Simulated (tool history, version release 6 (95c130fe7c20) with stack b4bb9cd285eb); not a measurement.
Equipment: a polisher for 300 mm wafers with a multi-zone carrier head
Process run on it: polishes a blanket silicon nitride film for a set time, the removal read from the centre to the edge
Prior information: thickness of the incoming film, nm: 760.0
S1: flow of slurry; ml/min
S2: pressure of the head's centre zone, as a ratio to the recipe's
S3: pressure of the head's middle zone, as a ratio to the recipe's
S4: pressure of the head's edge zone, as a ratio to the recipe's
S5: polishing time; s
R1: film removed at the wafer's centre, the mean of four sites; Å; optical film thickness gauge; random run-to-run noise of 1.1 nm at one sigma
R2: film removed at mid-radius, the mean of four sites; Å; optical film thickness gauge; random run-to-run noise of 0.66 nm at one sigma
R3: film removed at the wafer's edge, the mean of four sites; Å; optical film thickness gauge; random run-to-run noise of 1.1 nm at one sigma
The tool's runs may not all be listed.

Run 1, hour 0: S1 155 ml/min, S2 1, S3 1, S4 1, S5 36 s. Result: R1 618.07 Å, R2 596.19 Å, R3 623 Å.
Run 2, hour 6: S1 155 ml/min, S2 1, S3 1, S4 1, S5 39 s. Result: R1 665.38 Å, R2 648.54 Å, R3 679.02 Å.
Run 3, hour 11.8: S1 155 ml/min, S2 1, S3 1, S4 1, S5 32 s. Result: R1 553.15 Å, R2 521.81 Å, R3 552.75 Å.
Run 4, hour 15.2: S1 165 ml/min, S2 1.01, S3 1.04, S4 1.04, S5 35 s. Result: R1 622.74 Å, R2 609.15 Å, R3 610.36 Å.
Run 5, hour 19.7: S1 165 ml/min, S2 1.01, S3 1.04, S4 1.04, S5 43 s. Result: R1 761.07 Å, R2 745.83 Å, R3 763.94 Å.
Run 6, hour 23.6: S1 165 ml/min, S2 1.05, S3 1.04, S4 1.04, S5 43 s. Result: R1 790.49 Å, R2 753.91 Å, R3 769.04 Å.
Run 7, hour 25: S1 170 ml/min, S2 1.03, S3 1.06, S4 1.06, S5 44 s. Result: R1 809.05 Å, R2 784.14 Å, R3 804.31 Å.
Run 8, hour 31.2: S1 180 ml/min, S2 1.01, S3 1.09, S4 1.08, S5 45 s. Result: R1 809.49 Å, R2 829.77 Å, R3 834.66 Å.

Expected results for the next run?
Run 9, hour 37.7: S1 190 ml/min, S2 1.01, S3 1.11, S4 1.09, S5 45 s. Result: R1 ?, R2 ?, R3 ?.

{"run 9": {"R1": 810.03, "R2": 847.22, "R3": 831.17}}

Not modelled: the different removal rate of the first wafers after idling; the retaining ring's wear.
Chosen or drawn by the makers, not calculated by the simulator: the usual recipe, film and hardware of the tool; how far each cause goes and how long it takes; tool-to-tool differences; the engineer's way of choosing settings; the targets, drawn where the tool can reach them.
